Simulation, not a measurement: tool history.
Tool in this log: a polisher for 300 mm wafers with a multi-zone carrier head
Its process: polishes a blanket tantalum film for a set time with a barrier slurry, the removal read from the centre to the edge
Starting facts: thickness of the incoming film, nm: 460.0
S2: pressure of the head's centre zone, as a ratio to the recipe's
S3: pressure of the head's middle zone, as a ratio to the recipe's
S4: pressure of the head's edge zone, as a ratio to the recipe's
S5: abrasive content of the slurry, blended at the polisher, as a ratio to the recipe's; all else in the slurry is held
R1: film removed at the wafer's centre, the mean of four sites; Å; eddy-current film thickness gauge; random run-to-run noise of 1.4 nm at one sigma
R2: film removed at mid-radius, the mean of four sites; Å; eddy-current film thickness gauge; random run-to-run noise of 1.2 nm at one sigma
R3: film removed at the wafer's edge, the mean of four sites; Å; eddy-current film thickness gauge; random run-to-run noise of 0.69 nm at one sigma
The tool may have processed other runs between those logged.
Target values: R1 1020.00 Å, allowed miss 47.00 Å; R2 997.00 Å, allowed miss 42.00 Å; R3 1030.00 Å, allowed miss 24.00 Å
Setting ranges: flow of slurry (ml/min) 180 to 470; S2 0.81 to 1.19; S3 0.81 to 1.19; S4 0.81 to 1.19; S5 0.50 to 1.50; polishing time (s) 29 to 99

Run 1, hour 0.0: flow of slurry (ml/min) 300, S2 1.00, S3 1.00, S4 1.00, S5 1.00, polishing time (s) 64. Result: R1 780.91 Å, R2 797.95 Å, R3 772.31 Å.
Run 2, hour 2.8: flow of slurry (ml/min) 300, S2 1.00, S3 0.95, S4 1.00, S5 1.00, polishing time (s) 64. Result: R1 766.58 Å, R2 764.34 Å, R3 771.57 Å.
Run 3, hour 4.1: flow of slurry (ml/min) 305, S2 1.01, S3 0.96, S4 1.03, S5 1.10, polishing time (s) 65. Result: R1 830.35 Å, R2 793.57 Å, R3 816.90 Å.
Run 4, hour 6.5: flow of slurry (ml/min) 310, S2 1.00, S3 0.98, S4 1.06, S5 1.20, polishing time (s) 66. Result: R1 827.77 Å, R2 821.55 Å, R3 850.14 Å.
Run 5, hour 9.8: flow of slurry (ml/min) 315, S2 1.01, S3 1.00, S4 1.07, S5 1.25, polishing time (s) 68. Result: R1 891.68 Å, R2 869.30 Å, R3 875.99 Å.
Run 6, hour 14.1: flow of slurry (ml/min) 315, S2 1.01, S3 1.00, S4 1.07, S5 1.10, polishing time (s) 68. Result: R1 859.27 Å, R2 872.46 Å, R3 863.94 Å.
Run 7, hour 18.4: flow of slurry (ml/min) 320, S2 1.01, S3 1.00, S4 1.09, S5 1.15, polishing time (s) 69. Result: R1 896.81 Å, R2 873.53 Å, R3 891.41 Å.
Run 8, hour 23.9: flow of slurry (ml/min) 320, S2 1.01, S3 1.00, S4 1.09, S5 1.15, polishing time (s) 69. Result: R1 901.88 Å, R2 896.10 Å, R3 889.57 Å.
Run 9, hour 29.7: flow of slurry (ml/min) 325, S2 1.01, S3 1.00, S4 1.11, S5 1.20, polishing time (s) 70. Result: R1 900.98 Å, R2 899.79 Å, R3 917.55 Å.
Run 10, hour 30.9: flow of slurry (ml/min) 325, S2 1.01, S3 1.01, S4 1.12, S5 1.25, polishing time (s) 71. Result: R1 895.61 Å, R2 934.65 Å, R3 942.43 Å.
Run 11, hour 39.3: flow of slurry (ml/min) 330, S2 1.03, S3 1.01, S4 1.13, S5 1.30, polishing time (s) 71. Result: R1 942.47 Å, R2 934.40 Å, R3 956.25 Å.
Run 12, hour 46.7: flow of slurry (ml/min) 335, S2 1.04, S3 1.02, S4 1.14, S5 1.35, polishing time (s) 71. Result: R1 950.80 Å, R2 948.41 Å, R3 970.68 Å.

Pick the move, out of 4, that brings all results within their allowed miss; only one does.
Run A, hour 54.1: flow of slurry (ml/min) 365, S2 1.11, S3 1.07, S4 1.07, S5 1.20, polishing time (s) 72. Result: R1 ?, R2 ?, R3 ?.
Run B, hour 54.1: flow of slurry (ml/min) 335, S2 1.10, S3 1.16, S4 1.07, S5 1.25, polishing time (s) 73. Result: R1 ?, R2 ?, R3 ?.
Run C, hour 54.1: flow of slurry (ml/min) 295, S2 0.87, S3 1.01, S4 1.13, S5 1.45, polishing time (s) 74. Result: R1 ?, R2 ?, R3 ?.
Run D, hour 54.1: flow of slurry (ml/min) 320, S2 1.00, S3 0.96, S4 1.04, S5 1.35, polishing time (s) 79. Result: R1 ?, R2 ?, R3 ?.

move       R1       R2       R3
   A  1032.60   972.40   940.28
   B  1036.40  1044.30   953.36
   C   837.58   971.56  1009.70
   D  1026.10   997.24  1029.60
A: misses by more than the last run did
B: misses by more than the last run did
C: puts the biggest miss on target and leaves a different result outside tolerance
D: all results in spec
Go with D: it meets all targets.

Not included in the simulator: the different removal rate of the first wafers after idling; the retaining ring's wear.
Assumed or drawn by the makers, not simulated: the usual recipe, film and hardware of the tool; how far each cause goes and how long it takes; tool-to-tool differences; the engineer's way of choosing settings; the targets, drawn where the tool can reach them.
